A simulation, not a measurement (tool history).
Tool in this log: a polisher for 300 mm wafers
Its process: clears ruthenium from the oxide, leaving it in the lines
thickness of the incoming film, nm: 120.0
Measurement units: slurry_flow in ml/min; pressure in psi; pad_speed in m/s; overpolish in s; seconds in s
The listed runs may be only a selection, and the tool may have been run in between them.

run 1 hour=0 | slurry_flow=190 pressure=2.3 pad_speed=1.02 overpolish=5 | seconds=73.073
run 2 hour=4.3 | slurry_flow=190 pressure=2.5 pad_speed=1.02 overpolish=5 | seconds=68.56
run 3 hour=13.2 | slurry_flow=235 pressure=2.5 pad_speed=1.02 overpolish=5 | seconds=65.843
run 4 hour=21.8 | slurry_flow=235 pressure=2.1 pad_speed=1.02 overpolish=5 | seconds=77.263
run 5 hour=27.6 | slurry_flow=235 pressure=2.1 pad_speed=1.02 overpolish=4 | seconds=77.274
run 6 hour=35.6 | slurry_flow=235 pressure=2.1 pad_speed=1.02 overpolish=5 | seconds=76.636
run 7 hour=36.5 | slurry_flow=235 pressure=2.3 pad_speed=1.02 overpolish=5 | seconds=70.956
run 8 hour=37.9 | slurry_flow=235 pressure=2.5 pad_speed=1.02 overpolish=5 | seconds=64.947
run 9 hour=44.1 | slurry_flow=235 pressure=2.6 pad_speed=1.02 overpolish=5 | seconds=64.456
run 10 hour=47.2 | slurry_flow=235 pressure=2.7 pad_speed=1.02 overpolish=5 | seconds=62.213
run 11 hour=50 | slurry_flow=235 pressure=2.8 pad_speed=1.02 overpolish=5 | seconds=60.049
run 12 hour=51.6 | slurry_flow=235 pressure=2.8 pad_speed=1.02 overpolish=5 | seconds=60.091

Run 13, settings as shown, results not yet in. Your forecast:
-- hour=60.1 worn pad replaced by a new one
run 13 hour=60.1 | slurry_flow=235 pressure=2.9 pad_speed=1.02 overpolish=5 | seconds=?

Run 13 gave seconds 54.719 s.
